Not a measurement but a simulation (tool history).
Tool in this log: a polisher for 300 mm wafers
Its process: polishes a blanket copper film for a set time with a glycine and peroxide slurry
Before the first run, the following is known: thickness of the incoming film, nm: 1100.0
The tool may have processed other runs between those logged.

run,day,flow of slurry (ml/min),pressure of the wafer on the pad (psi),speed of the pad under the wafer (cm/s),polishing time (s),film removed (nm)
1,0,150,1.8,98,60,224.78
2,0.154,150,1.8,76,60,191.08
3,0.358,150,1.8,76,60,190.48
4,0.683,180,1.8,76,60,200.9
5,0.788,175,1.7,76,60,185.69
6,1.1,175,1.7,76,63,197.37
7,1.196,175,1.6,76,63,187.88

Forecast run 8:
8,1.492,165,1.4,76,63,?

{"run 8": {"film removed (nm)": 170.94}}

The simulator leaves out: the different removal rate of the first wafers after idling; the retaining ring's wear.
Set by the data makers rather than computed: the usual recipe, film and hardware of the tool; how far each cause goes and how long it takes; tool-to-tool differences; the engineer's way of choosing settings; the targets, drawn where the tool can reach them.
